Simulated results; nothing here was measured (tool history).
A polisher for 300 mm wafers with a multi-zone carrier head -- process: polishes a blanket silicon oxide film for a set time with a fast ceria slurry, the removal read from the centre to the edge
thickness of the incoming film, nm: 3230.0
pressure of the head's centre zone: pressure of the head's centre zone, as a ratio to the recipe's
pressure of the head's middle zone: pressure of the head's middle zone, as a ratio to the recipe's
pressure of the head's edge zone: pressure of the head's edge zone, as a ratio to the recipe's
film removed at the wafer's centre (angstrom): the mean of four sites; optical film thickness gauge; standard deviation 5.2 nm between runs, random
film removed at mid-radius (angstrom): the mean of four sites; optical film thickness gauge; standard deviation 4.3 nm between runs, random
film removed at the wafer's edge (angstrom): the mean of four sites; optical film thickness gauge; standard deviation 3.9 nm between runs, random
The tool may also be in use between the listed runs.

run,hour,flow of slurry (ml/min),pressure of the head's centre zone,pressure of the head's middle zone,pressure of the head's edge zone,polishing time (s),film removed at the wafer's centre (angstrom),film removed at mid-radius (angstrom),film removed at the wafer's edge (angstrom)
1,0,180,1,1,1,55,7399,7579.9,7712.9
2,6.8,175,1,0.98,0.98,51,6815.6,6953.1,6845.1
3,11.2,175,0.96,0.98,0.98,51,6532,6918.5,6972.3
4,12.5,200,0.96,0.98,0.98,51,6683.5,6918.1,7082.1
5,14.8,200,0.89,0.98,0.98,51,6169.5,7083.3,7032.1
6,15.8,200,0.98,0.98,0.98,51,6772.3,7055.4,6971.8
7,21.3,190,0.98,0.95,0.99,48,6224.8,6393,6558.3
8,25.6,190,0.99,0.93,0.99,45,6221.6,5882.8,6246.8
9,31.1,185,0.98,0.91,0.98,43,5821.1,5488.4,5862.1
10,36.1,180,0.97,0.9,0.97,41,5308.1,5095.7,5570.2
11,44.8,175,0.97,0.89,0.95,40,5102.3,5016.4,5382.2
12,53.3,175,0.98,0.88,0.94,39,5174.9,4849.7,5240.2
13,56.5,170,0.98,0.87,0.93,38,4947.3,4631.5,5106.5

The next listed run, before its measurement:
14,58.8,170,0.98,0.86,0.92,37,?,?,?

film removed at the wafer's centre (angstrom): 4799.5
film removed at mid-radius (angstrom): 4478.8
film removed at the wafer's edge (angstrom): 4919.5

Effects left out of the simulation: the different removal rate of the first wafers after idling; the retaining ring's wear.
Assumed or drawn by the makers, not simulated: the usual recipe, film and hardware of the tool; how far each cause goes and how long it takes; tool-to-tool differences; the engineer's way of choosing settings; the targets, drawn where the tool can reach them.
